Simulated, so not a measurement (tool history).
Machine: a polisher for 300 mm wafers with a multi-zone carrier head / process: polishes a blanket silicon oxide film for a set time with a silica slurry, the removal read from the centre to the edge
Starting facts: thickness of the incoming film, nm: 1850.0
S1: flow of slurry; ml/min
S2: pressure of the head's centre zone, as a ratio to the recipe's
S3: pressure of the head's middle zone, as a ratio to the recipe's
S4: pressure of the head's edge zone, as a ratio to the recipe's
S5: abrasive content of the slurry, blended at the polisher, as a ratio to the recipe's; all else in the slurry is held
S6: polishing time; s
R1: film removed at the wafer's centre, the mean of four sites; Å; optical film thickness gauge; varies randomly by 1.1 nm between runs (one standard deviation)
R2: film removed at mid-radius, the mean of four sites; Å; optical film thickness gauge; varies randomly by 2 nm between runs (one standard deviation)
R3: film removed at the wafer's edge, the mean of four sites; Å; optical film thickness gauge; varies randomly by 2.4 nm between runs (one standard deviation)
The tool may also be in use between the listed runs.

run,day,S1,S2,S3,S4,S5,S6,R1,R2,R3
1,0.000,280,1.00,1.00,1.00,1.0,57,2230.3,2184.7,2143.3
2,0.150,280,1.00,1.00,1.00,1.0,51,1990.2,1947.9,2034.9
3,0.304,280,1.00,1.00,1.00,1.0,45,1733.0,1694.5,1748.4
4,0.608,280,0.97,1.00,1.00,1.0,45,1673.0,1764.9,1724.4
5,0.688,280,0.97,1.00,1.00,1.2,45,1773.0,1835.2,1868.0
6,1.000,280,0.96,1.02,0.99,1.2,45,1780.3,1863.3,1812.8
7,1.075,280,0.94,1.03,1.00,1.2,45,1760.5,1878.1,1867.2

Estimate the outcome of run 8 from the log above:
8,1.392,280,0.92,1.05,0.99,1.2,45,?,?,?

Run 8 gave R1 1720.2 Å, R2 1916.4 Å, R3 1851.1 Å.
